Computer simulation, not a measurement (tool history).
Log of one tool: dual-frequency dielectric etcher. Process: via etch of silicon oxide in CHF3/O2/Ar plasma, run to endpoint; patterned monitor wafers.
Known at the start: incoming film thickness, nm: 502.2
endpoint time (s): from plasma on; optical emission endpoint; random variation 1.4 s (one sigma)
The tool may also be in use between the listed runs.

run  hour  source power (kW)  bias power (kW)  endpoint time (s)
  1     0               0.71            0.132             240.56
  2   2.5               0.59            0.132             260.96
  3   8.2               0.67            0.132              242.4
  4  14.3               0.67            0.148             239.59
  5    15                0.6            0.148             255.44
  6  23.4               0.49            0.148             285.83

Forecast run 7:
  7  31.7               0.57            0.151                  ?

{"run 7": {"endpoint time (s)": 258.7}}

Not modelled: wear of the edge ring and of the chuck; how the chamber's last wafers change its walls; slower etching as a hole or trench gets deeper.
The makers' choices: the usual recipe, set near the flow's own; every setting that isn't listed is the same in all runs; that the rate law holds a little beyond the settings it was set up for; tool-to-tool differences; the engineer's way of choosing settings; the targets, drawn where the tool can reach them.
